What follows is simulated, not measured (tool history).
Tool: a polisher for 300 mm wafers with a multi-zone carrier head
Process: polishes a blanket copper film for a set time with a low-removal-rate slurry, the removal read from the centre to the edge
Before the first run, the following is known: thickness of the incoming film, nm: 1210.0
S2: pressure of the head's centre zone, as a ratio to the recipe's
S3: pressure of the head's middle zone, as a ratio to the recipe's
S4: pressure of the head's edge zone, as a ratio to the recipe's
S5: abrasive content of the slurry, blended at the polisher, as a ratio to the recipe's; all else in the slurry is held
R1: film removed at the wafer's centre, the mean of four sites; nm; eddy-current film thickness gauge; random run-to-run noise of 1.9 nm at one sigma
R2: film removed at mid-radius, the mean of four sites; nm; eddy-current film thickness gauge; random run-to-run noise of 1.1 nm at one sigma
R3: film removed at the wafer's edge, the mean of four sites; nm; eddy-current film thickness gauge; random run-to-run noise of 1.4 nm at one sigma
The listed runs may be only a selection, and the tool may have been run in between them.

{"run": 1, "hour": 0.0, "flow of slurry (ml/min)": 120, "S2": 1, "S3": 1, "S4": 1, "S5": 1, "polishing time (s)": 83, "R1": 189.94, "R2": 191, "R3": 191.84}
{"run": 2, "hour": 8.5, "flow of slurry (ml/min)": 120, "S2": 1, "S3": 1.08, "S4": 1, "S5": 1, "polishing time (s)": 83, "R1": 193.31, "R2": 204.61, "R3": 191.08}
{"run": 3, "hour": 16.7, "flow of slurry (ml/min)": 120, "S2": 1, "S3": 1.06, "S4": 0.99, "S5": 0.95, "polishing time (s)": 81, "R1": 189.59, "R2": 196.9, "R3": 185.67}
{"run": 4, "hour": 22.4, "flow of slurry (ml/min)": 120, "S2": 1, "S3": 1.06, "S4": 0.92, "S5": 0.95, "polishing time (s)": 81, "R1": 185.34, "R2": 195.8, "R3": 180.07}
{"run": 5, "hour": 28.2, "flow of slurry (ml/min)": 120, "S2": 1, "S3": 1.04, "S4": 0.92, "S5": 0.9, "polishing time (s)": 79, "R1": 181.21, "R2": 185.48, "R3": 172.71}
{"hour": 28.8, "done": "worn pad replaced by a new one"}
{"run": 6, "hour": 28.8, "flow of slurry (ml/min)": 120, "S2": 1, "S3": 1.04, "S4": 0.92, "S5": 1, "polishing time (s)": 79, "R1": 199.98, "R2": 207.59, "R3": 193.15}
{"run": 7, "hour": 31.9, "flow of slurry (ml/min)": 120, "S2": 1.01, "S3": 1.04, "S4": 0.94, "S5": 0.95, "polishing time (s)": 79, "R1": 203.83, "R2": 208.55, "R3": 196.4}
{"run": 8, "hour": 40.1, "flow of slurry (ml/min)": 125, "S2": 1, "S3": 1.02, "S4": 0.93, "S5": 0.9, "polishing time (s)": 78, "R1": 201.02, "R2": 203.47, "R3": 192.18}
{"run": 9, "hour": 43.4, "flow of slurry (ml/min)": 120, "S2": 1.01, "S3": 1.02, "S4": 0.95, "S5": 0.85, "polishing time (s)": 77, "R1": 199.4, "R2": 198.81, "R3": 190.07}
{"run": 10, "hour": 45.2, "flow of slurry (ml/min)": 95, "S2": 0.96, "S3": 0.92, "S4": 0.85, "S5": 0.6, "polishing time (s)": 54, "R1": 116.41, "R2": 114.11, "R3": 114.8}
{"run": 11, "hour": 47.8, "flow of slurry (ml/min)": 100, "S2": 0.96, "S3": 0.92, "S4": 0.86, "S5": 0.6, "polishing time (s)": 54, "R1": 119.14, "R2": 116.06, "R3": 116.61}
{"run": 12, "hour": 49.3, "flow of slurry (ml/min)": 100, "S2": 0.96, "S3": 0.92, "S4": 0.87, "S5": 0.6, "polishing time (s)": 54, "R1": 115.37, "R2": 115.8, "R3": 114.98}

For run 13, what comes out?
{"run": 13, "hour": 54.1, "flow of slurry (ml/min)": 100, "S2": 0.97, "S3": 0.91, "S4": 0.88, "S5": 0.6, "polishing time (s)": 54, "R1": "?", "R2": "?", "R3": "?"}

Logged for run 13: R1 119.85 nm, R2 115.76 nm, R3 117.9 nm.
